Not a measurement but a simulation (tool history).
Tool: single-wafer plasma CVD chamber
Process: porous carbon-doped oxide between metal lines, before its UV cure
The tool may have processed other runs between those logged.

| run | hour | heater temperature setpoint (°C) | RF power (W) | deposition time (s) | mean film thickness on the monitor wafer (Å) |
|---|---|---|---|---|---|
| 1 | 0.0 | 315 | 470 | 23.8 | 1245.30 |
| 2 | 1.7 | 305 | 470 | 23.8 | 1310.50 |
| 3 | 4.1 | 305 | 470 | 23.8 | 1317.90 |
| 4 | 7.7 | 305 | 470 | 22.7 | 1257.50 |
| 5 | 9.1 | 313 | 440 | 22.7 | 1111.90 |
| 6 | 14.5 | 313 | 440 | 23.8 | 1174.60 |
| 7 | 23.0 | 319 | 425 | 23.8 | 1090.30 |
| 8 | 26.2 | 324 | 420 | 23.8 | 1047.30 |
| 9 | 34.9 | 328 | 415 | 23.8 | 1017.80 |
| 10 | 42.3 | 331 | 410 | 23.8 | 981.55 |

Run 11 comes next. What will it give?
| 11 | 42.9 | 333 | 410 | 23.8 | ? |

For run 11 the tool returned mean film thickness on the monitor wafer (Å) 978.34.
